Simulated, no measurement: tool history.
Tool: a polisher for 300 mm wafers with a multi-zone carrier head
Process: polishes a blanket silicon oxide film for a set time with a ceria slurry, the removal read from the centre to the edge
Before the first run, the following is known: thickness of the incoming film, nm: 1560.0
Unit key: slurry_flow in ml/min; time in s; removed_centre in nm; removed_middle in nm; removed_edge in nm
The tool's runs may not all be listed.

{"run": 1, "hour": 0.0, "slurry_flow": 280, "centre_zone": 1.0, "middle_zone": 1.0, "edge_zone": 1.0, "time": 49, "removed_centre": 275.1, "removed_middle": 266.38, "removed_edge": 272.6}
{"run": 2, "hour": 1.7, "slurry_flow": 280, "centre_zone": 1.0, "middle_zone": 1.0, "edge_zone": 1.0, "time": 59, "removed_centre": 331.44, "removed_middle": 316.91, "removed_edge": 322.65}
{"run": 3, "hour": 4.1, "slurry_flow": 280, "centre_zone": 1.0, "middle_zone": 0.96, "edge_zone": 1.0, "time": 59, "removed_centre": 328.65, "removed_middle": 313.09, "removed_edge": 325.64}
{"run": 4, "hour": 11.3, "slurry_flow": 280, "centre_zone": 1.0, "middle_zone": 0.96, "edge_zone": 1.0, "time": 71, "removed_centre": 400.38, "removed_middle": 371.79, "removed_edge": 390.75}
{"run": 5, "hour": 18.3, "slurry_flow": 265, "centre_zone": 0.99, "middle_zone": 0.92, "edge_zone": 1.0, "time": 70, "removed_centre": 380.09, "removed_middle": 352.33, "removed_edge": 382.38}
{"run": 6, "hour": 24.4, "slurry_flow": 210, "centre_zone": 0.99, "middle_zone": 0.92, "edge_zone": 1.0, "time": 70, "removed_centre": 369.07, "removed_middle": 351.34, "removed_edge": 379.71}
{"run": 7, "hour": 31.2, "slurry_flow": 220, "centre_zone": 0.99, "middle_zone": 0.89, "edge_zone": 1.0, "time": 69, "removed_centre": 368.43, "removed_middle": 330.79, "removed_edge": 372.51}

What does the tool deliver on the next run?
{"run": 8, "hour": 35.7, "slurry_flow": 220, "centre_zone": 0.99, "middle_zone": 0.89, "edge_zone": 1.0, "time": 69, "removed_centre": "?", "removed_middle": "?", "removed_edge": "?"}

removed_centre: 371.49 nm
removed_middle: 333.81 nm
removed_edge: 375.46 nm
